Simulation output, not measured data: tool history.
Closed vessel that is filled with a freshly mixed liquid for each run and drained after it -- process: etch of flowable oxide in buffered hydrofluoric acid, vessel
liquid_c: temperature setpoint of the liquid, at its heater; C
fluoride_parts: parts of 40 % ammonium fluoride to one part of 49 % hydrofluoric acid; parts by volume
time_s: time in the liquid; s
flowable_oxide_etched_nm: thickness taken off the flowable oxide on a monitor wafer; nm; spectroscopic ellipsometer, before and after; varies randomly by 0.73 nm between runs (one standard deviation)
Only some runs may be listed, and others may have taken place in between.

run  hour  liquid_c  fluoride_parts  time_s  flowable_oxide_etched_nm
  1   0.0      23.0            22.5      95                   104.090
  2   1.1      23.0            29.0      95                    88.187
  3   5.9      23.0            29.0     105                    96.826
  4   8.1      20.5            29.0     105                    84.786
  5  11.8      22.0            29.0     105                    91.917
  6  18.6      22.0            30.0     105                    89.446

Expected results for the next run?
  7  23.3      23.5            30.0     105                         ?

{"run 7": {"flowable_oxide_etched_nm": 96.866}}
